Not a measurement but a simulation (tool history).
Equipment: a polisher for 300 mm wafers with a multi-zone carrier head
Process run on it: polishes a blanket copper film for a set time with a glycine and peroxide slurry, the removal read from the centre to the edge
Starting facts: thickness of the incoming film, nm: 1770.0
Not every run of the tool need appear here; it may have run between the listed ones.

run,hour,flow of slurry (ml/min),pressure of the head's centre zone,pressure of the head's middle zone,pressure of the head's edge zone,polishing time (s),film removed at the wafer's centre (angstrom),film removed at mid-radius (angstrom),film removed at the wafer's edge (angstrom)
1,0.0,300,1.00,1.00,1.00,40,2794.6,2766.9,2764.5
2,7.8,300,0.94,1.00,1.00,40,2565.0,2845.8,2775.4
3,11.1,305,0.95,0.99,1.02,40,2614.3,2813.3,2837.2
4,13.9,315,0.96,0.99,1.04,40,2679.8,2810.7,2842.5
5,22.8,320,0.96,0.98,1.06,40,2692.5,2783.1,2856.8
6,24.9,320,0.96,0.94,1.06,40,2644.2,2664.0,2914.9
7,28.8,325,0.96,0.94,1.07,40,2671.2,2700.0,2887.7
8,33.2,325,0.96,0.94,1.08,40,2672.0,2679.7,2910.3

Run 9 comes next. What will it give?
9,37.4,330,0.96,0.94,1.09,40,?,?,?

{"run 9": {"film removed at the wafer's centre (angstrom)": 2640.0, "film removed at mid-radius (angstrom)": 2717.9, "film removed at the wafer's edge (angstrom)": 2947.1}}
